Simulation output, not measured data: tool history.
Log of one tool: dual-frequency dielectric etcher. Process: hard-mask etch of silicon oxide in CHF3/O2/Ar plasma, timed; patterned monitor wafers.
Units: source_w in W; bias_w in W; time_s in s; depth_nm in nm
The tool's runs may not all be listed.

Run 1, hour 0: source_w 630 W, bias_w 218 W, time_s 12 s. Result: depth_nm 26.795 nm.
Run 2, hour 1.1: source_w 710 W, bias_w 218 W, time_s 12 s. Result: depth_nm 27.706 nm.
Run 3, hour 9.8: source_w 690 W, bias_w 214 W, time_s 12 s. Result: depth_nm 27.538 nm.
Run 4, hour 11.3: source_w 580 W, bias_w 214 W, time_s 12 s. Result: depth_nm 26.055 nm.
Run 5, hour 19.5: source_w 580 W, bias_w 194 W, time_s 12 s. Result: depth_nm 25.9 nm.
Run 6, hour 20.4: source_w 570 W, bias_w 192 W, time_s 12 s. Result: depth_nm 25.415 nm.
Run 7, hour 24.7: source_w 560 W, bias_w 190 W, time_s 12 s. Result: depth_nm 25.167 nm.
Run 8, hour 30: source_w 550 W, bias_w 189 W, time_s 12 s. Result: depth_nm 25.022 nm.
Run 9, hour 33.6: source_w 540 W, bias_w 188 W, time_s 12 s. Result: depth_nm 24.789 nm.
Run 10, hour 35.8: source_w 540 W, bias_w 187 W, time_s 12 s. Result: depth_nm 24.882 nm.

Forecast run 11:
Run 11, hour 42.6: source_w 540 W, bias_w 186 W, time_s 12 s. Result: depth_nm ?.

{"run 11": {"depth_nm": 24.928}}
